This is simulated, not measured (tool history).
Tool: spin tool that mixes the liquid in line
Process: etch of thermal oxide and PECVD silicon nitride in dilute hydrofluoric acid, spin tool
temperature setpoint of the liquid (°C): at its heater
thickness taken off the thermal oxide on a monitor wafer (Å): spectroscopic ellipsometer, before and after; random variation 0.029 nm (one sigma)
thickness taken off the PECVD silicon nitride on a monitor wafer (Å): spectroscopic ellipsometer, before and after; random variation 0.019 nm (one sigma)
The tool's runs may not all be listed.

run,hour,temperature setpoint of the liquid (°C),parts of water to one part of 49 % hydrofluoric acid (parts by volume),time under the liquid (s),thickness taken off the thermal oxide on a monitor wafer (Å),thickness taken off the PECVD silicon nitride on a monitor wafer (Å)
1,0.0,22.0,60,180,126.330,62.972
2,6.4,19.5,60,180,114.080,52.271
3,14.3,19.5,50,180,138.600,62.998
4,21.4,20.0,65,175,102.310,49.318
5,25.1,20.0,65,245,145.520,68.729
6,28.8,20.0,75,230,116.520,55.272
7,35.0,20.5,85,210,95.001,46.811
8,37.6,20.5,90,190,81.765,39.531
9,45.5,21.0,95,170,69.051,35.015

The next listed run, before its measurement:
10,47.1,21.0,100,160,?,?

Run 10 gave thickness taken off the thermal oxide on a monitor wafer (Å) 62.261, thickness taken off the PECVD silicon nitride on a monitor wafer (Å) 31.345.
